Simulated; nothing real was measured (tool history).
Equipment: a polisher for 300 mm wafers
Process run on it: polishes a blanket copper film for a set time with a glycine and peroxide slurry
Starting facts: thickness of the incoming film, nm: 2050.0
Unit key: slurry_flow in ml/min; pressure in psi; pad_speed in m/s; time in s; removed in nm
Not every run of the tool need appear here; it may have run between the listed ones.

run	hour	slurry_flow	pressure	pad_speed	time	removed
1	0	185	2.1	0.76	107	357.1
2	2.3	185	2.2	0.76	107	376.86
3	8.1	185	2.2	0.88	107	413.37
4	9.8	185	2.3	0.88	107	419.82
5	18.6	145	2.3	0.88	107	403.22
6	20.7	150	2.4	0.88	107	426.65
7	23.7	150	2.4	0.88	107	425.01
8	29.9	155	2.4	0.88	107	433.06

Run 9 comes next. What will it give?
9	33.3	160	2.4	0.88	107	?

Run 9 measured removed 437.52 nm.

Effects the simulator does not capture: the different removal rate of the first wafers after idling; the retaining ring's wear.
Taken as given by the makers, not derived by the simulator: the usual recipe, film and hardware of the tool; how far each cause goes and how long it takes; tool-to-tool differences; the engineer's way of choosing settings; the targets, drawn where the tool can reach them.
